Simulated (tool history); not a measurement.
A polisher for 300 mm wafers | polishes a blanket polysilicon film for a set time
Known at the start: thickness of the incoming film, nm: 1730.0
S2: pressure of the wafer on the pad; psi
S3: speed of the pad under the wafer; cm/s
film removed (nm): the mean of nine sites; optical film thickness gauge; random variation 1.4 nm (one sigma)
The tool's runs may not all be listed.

run 1 hour=0.0 | flow_of_slurry_(ml/min)=225 S2=2.0 S3=108 polishing_time_(s)=45 | film_removed_(nm)=257.37
run 2 hour=1.8 | flow_of_slurry_(ml/min)=225 S2=2.0 S3=108 polishing_time_(s)=45 | film_removed_(nm)=257.22
run 3 hour=7.7 | flow_of_slurry_(ml/min)=225 S2=2.0 S3=128 polishing_time_(s)=45 | film_removed_(nm)=299.10
run 4 hour=11.2 | flow_of_slurry_(ml/min)=200 S2=2.0 S3=128 polishing_time_(s)=45 | film_removed_(nm)=293.60
run 5 hour=12.8 | flow_of_slurry_(ml/min)=200 S2=2.0 S3=128 polishing_time_(s)=41 | film_removed_(nm)=270.00
run 6 hour=18.3 | flow_of_slurry_(ml/min)=190 S2=1.7 S3=128 polishing_time_(s)=41 | film_removed_(nm)=232.00
run 7 hour=25.0 | flow_of_slurry_(ml/min)=190 S2=1.7 S3=128 polishing_time_(s)=41 | film_removed_(nm)=231.52
run 8 hour=26.7 | flow_of_slurry_(ml/min)=185 S2=1.5 S3=126 polishing_time_(s)=41 | film_removed_(nm)=203.58
run 9 hour=31.6 | flow_of_slurry_(ml/min)=180 S2=1.3 S3=126 polishing_time_(s)=41 | film_removed_(nm)=177.65

Run 10 comes next. What will it give?
run 10 hour=33.8 | flow_of_slurry_(ml/min)=175 S2=1.2 S3=126 polishing_time_(s)=41 | film_removed_(nm)=?

Run 10 gave film removed (nm) 168.08.
